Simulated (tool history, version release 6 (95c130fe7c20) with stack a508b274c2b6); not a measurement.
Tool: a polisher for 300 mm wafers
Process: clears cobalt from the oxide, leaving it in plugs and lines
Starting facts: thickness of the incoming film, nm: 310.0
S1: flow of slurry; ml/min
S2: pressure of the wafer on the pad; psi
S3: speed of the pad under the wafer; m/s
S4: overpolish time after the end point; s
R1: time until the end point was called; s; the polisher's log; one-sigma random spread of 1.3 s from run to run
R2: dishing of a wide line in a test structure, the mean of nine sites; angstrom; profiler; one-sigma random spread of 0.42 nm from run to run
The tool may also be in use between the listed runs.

run,hour,S1,S2,S3,S4,R1,R2
1,0.0,200,2.2,1.10,15,57.654,379.59
2,5.8,155,2.2,1.10,15,60.332,372.09
3,13.1,155,2.2,1.10,12,60.567,342.85
4,19.3,150,1.8,1.00,14,82.972,319.59
5,26.5,150,1.8,1.00,10,80.107,271.95
6,34.2,150,1.8,1.00,7,82.407,220.67
7,41.6,145,1.6,0.96,11,94.807,260.31
8,45.8,140,1.4,0.94,13,109.820,266.28
9,48.9,135,1.3,0.94,15,119.960,270.71

Run 10, settings as shown, results not yet in. Your forecast:
10,50.6,130,1.2,0.94,17,?,?

{"run 10": {"R1": 128.72, "R2": 280.77}}

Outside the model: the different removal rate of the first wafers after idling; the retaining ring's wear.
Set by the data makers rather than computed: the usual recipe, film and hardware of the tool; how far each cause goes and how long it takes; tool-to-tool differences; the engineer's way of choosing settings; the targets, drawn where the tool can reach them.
